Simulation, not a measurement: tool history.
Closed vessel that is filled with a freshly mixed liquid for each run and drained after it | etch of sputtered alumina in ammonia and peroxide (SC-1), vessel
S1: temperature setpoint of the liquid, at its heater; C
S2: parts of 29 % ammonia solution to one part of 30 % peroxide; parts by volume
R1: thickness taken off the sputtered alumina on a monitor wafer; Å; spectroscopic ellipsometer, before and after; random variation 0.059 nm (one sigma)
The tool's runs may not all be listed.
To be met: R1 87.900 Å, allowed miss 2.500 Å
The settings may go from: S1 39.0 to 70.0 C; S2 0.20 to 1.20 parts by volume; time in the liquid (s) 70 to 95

Run 1, hour 0.0: S1 55.0 C, S2 0.70 parts by volume, time in the liquid (s) 95. Result: R1 64.394 Å.
Run 2, hour 6.0: S1 56.5 C, S2 0.70 parts by volume, time in the liquid (s) 95. Result: R1 70.181 Å.
Run 3, hour 14.8: S1 57.5 C, S2 0.70 parts by volume, time in the liquid (s) 95. Result: R1 74.152 Å.
Run 4, hour 18.9: S1 57.5 C, S2 0.50 parts by volume, time in the liquid (s) 95. Result: R1 71.553 Å.
Run 5, hour 21.2: S1 64.5 C, S2 0.50 parts by volume, time in the liquid (s) 95. Result: R1 101.540 Å.
Run 6, hour 25.6: S1 64.5 C, S2 0.65 parts by volume, time in the liquid (s) 95. Result: R1 103.200 Å.
Run 7, hour 29.3: S1 63.5 C, S2 0.65 parts by volume, time in the liquid (s) 95. Result: R1 99.043 Å.
Run 8, hour 32.2: S1 63.0 C, S2 0.65 parts by volume, time in the liquid (s) 95. Result: R1 96.776 Å.
Run 9, hour 39.3: S1 62.5 C, S2 0.65 parts by volume, time in the liquid (s) 95. Result: R1 95.670 Å.
Run 10, hour 47.0: S1 62.0 C, S2 0.65 parts by volume, time in the liquid (s) 95. Result: R1 92.631 Å.

4 next moves are on the table. One of them brings every result within its allowed miss. Which?
Run A, hour 54.7: S1 62.0 C, S2 0.35 parts by volume, time in the liquid (s) 95. Result: R1 ?.
Run B, hour 54.7: S1 63.0 C, S2 0.70 parts by volume, time in the liquid (s) 95. Result: R1 ?.
Run C, hour 54.7: S1 63.0 C, S2 0.60 parts by volume, time in the liquid (s) 95. Result: R1 ?.
Run D, hour 54.7: S1 63.5 C, S2 0.70 parts by volume, time in the liquid (s) 95. Result: R1 ?.

move       R1
   A   87.734
   B   98.534
   C   97.108
   D  101.040
A: meets every target
B: further off than the last run
C: further off than the last run
D: further off than the last run
Move A is the one to make.
